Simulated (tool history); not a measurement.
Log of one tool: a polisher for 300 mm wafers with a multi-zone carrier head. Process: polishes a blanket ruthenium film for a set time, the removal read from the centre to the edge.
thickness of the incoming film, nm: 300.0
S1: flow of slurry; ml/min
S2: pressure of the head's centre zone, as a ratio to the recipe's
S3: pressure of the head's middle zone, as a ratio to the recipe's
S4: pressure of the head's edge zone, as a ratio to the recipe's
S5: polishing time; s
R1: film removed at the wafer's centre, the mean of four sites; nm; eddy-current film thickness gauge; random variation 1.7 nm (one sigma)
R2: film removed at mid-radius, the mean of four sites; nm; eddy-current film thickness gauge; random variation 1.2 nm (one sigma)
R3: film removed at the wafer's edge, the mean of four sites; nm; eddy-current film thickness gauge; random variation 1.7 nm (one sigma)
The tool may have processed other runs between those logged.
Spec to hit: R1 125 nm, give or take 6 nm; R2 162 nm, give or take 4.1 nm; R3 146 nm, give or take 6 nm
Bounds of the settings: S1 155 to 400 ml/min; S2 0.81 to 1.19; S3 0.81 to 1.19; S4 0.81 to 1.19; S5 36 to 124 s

run,hour,S1,S2,S3,S4,S5,R1,R2,R3
1,0,255,1,1,1,79,107.36,109.99,108.03
2,2.1,265,0.98,1.06,1.05,84,113.89,122.31,118.89
3,3.9,215,0.98,1.06,1.05,84,111.15,120.45,117.97
4,9.1,215,0.98,1.12,1.05,84,110.46,124.62,114.1
5,18.1,215,0.98,1.16,1.05,84,112.02,131.28,118.46
6,24.3,215,0.98,1.16,1.05,64,85.518,98.091,89.544
7,30.3,235,0.95,1.17,1.07,75,95.283,117.28,107.55
8,31.9,260,0.95,1.18,1.07,81,105.18,129.69,117.02
9,37.4,280,0.94,1.18,1.08,85,109.39,136.98,123.42
10,43,290,0.93,1.18,1.09,89,116.57,145.5,129.61
11,46.6,295,0.92,1.18,1.11,91,118.65,148,134.64

Below are 5 possible settings for the next run. Only one of them brings all results inside the allowed miss of their targets. Which is it?
A,50.2,275,0.91,1.19,1.13,99,?,?,?
B,50.2,325,0.93,1.05,1.19,91,?,?,?
C,50.2,265,0.81,1.14,1.19,102,?,?,?
D,50.2,235,0.86,0.96,1.13,98,?,?,?
E,50.2,325,0.96,1.18,1.14,85,?,?,?

move,R1,R2,R3
A,125.84,159.58,143.79
B,120.41,134.02,137.83
C,114.7,157.82,151.78
D,114.94,129,140.67
E,116.23,138.36,125.68
A: every result lands within tolerance
B: the biggest miss grows against the last run
C: nearer than the last run, and not there yet
D: the biggest miss grows against the last run
E: the biggest miss grows against the last run
Correct choice: A, which meets every target
